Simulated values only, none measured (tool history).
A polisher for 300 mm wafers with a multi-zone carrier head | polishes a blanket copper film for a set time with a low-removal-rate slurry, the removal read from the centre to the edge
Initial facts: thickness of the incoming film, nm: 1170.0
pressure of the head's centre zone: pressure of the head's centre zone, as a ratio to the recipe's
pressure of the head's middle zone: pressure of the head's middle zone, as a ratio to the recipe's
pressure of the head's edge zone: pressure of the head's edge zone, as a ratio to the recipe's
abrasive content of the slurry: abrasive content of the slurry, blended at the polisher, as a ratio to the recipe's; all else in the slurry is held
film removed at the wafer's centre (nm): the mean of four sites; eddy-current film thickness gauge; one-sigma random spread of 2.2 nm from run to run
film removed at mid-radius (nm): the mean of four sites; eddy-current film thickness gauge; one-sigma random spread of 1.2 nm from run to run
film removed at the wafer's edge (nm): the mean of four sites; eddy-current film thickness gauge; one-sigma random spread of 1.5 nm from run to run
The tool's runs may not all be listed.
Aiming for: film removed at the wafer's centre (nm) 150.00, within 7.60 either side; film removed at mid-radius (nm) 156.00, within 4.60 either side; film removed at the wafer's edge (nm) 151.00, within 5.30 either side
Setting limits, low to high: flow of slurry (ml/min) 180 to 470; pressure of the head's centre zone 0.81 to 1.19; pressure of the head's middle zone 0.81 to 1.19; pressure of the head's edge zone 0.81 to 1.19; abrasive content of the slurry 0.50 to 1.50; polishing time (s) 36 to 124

run    day  flow of slurry (ml/min)  pressure of the head's centre zone  pressure of the head's middle zone  pressure of the head's edge zone  abrasive content of the slurry  polishing time (s)  film removed at the wafer's centre (nm)  film removed at mid-radius (nm)  film removed at the wafer's edge (nm)
  1  0.000                      300                                1.00                                1.00                              1.00                            1.00                  79                                   203.08                           204.40                                 211.77
  2  0.208                      300                                0.99                                1.00                              0.97                            0.90                  76                                   187.19                           193.68                                 188.49
  3  0.383                      300                                0.99                                1.00                              0.97                            0.90                  85                                   214.60                           217.82                                 218.79
  4  0.717                      295                                0.96                                0.97                              0.94                            0.80                  82                                   190.31                           195.76                                 197.20
  5  0.783                      295                                0.95                                0.96                              0.92                            0.70                  80                                   173.12                           181.67                                 183.03
  6  0.962                      295                                0.95                                0.95                              0.90                            0.65                  79                                   167.51                           174.89                                 174.37
  7  1.025                      295                                0.95                                0.94                              0.88                            0.60                  78                                   167.77                           165.61                                 167.20
  8  1.342                      280                                0.87                                0.97                              0.81                            0.50                  74                                   132.82                           152.61                                 145.06
  9  1.629                      290                                0.89                                0.97                              0.82                            0.50                  74                                   137.56                           154.91                                 145.14
 10  1.658                      295                                0.90                                0.97                              0.83                            0.50                  74                                   139.45                           152.76                                 143.92
 11  1.796                      295                                0.91                                0.97                              0.84                            0.50                  74                                   138.75                           153.05                                 146.48

Exercise: of the 4 proposed moves below, exactly one satisfies all targets within the stated allowed misses. Which move is it?
  A  1.933                      310                                0.97                                1.00                              0.91                            0.50                  73                                        ?                                ?                                      ?
  B  1.933                      310                                0.98                                0.93                              0.81                            0.60                  68                                        ?                                ?                                      ?
  C  1.933                      280                                0.98                                0.90                              0.86                            0.50                  72                                        ?                                ?                                      ?
  D  1.933                      225                                0.94                                0.90                              0.83                            0.60                  74                                        ?                                ?                                      ?

move  film removed at the wafer's centre (nm)  film removed at mid-radius (nm)  film removed at the wafer's edge (nm)
   A                                   149.40                           155.83                                 146.17
   B                                   149.10                           144.90                                 137.22
   C                                   147.23                           139.38                                 139.67
   D                                   149.94                           148.46                                 147.26
A: in spec on every target
B: brings the last run's worst result on target, with another outside its allowed miss
C: brings the last run's worst result on target, with another outside its allowed miss
D: brings the last run's worst result on target, with another outside its allowed miss
Move A is the one to make.
